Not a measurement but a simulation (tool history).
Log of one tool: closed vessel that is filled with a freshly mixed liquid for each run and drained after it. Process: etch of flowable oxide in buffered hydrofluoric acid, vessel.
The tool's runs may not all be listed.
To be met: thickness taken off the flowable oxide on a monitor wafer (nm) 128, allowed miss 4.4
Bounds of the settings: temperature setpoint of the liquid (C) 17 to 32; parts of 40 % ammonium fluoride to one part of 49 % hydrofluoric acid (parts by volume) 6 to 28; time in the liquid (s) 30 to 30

run	hour	temperature setpoint of the liquid (C)	parts of 40 % ammonium fluoride to one part of 49 % hydrofluoric acid (parts by volume)	time in the liquid (s)	thickness taken off the flowable oxide on a monitor wafer (nm)
1	0	24	17	30	74.072
2	8.2	24	19	30	66.031
3	9.8	24	16	30	78.248
4	17	24	12.5	30	98.602
5	25.7	24	12.5	30	99.169
6	30.2	25.5	12.5	30	108.68
# hour 32.3: hydrofluoric acid flow meter replaced
7	32.3	26	12.5	30	101.45
8	38.9	26	12.5	30	99.352
9	43.8	26	11.5	30	110.94

Which of these 4 next moves meets every target?
A	48.7	27.5	14	30	?
B	48.7	26.5	11	30	?
C	48.7	27.5	10	30	?
D	48.7	31.5	13	30	?

move	thickness taken off the flowable oxide on a monitor wafer (nm)
A	97.951
B	117.52
C	136.02
D	130.03
A: further off than the last run
B: nearer than the last run, and not there yet
C: takes the result that was furthest off past its target
D: meets every target
The right move is D.
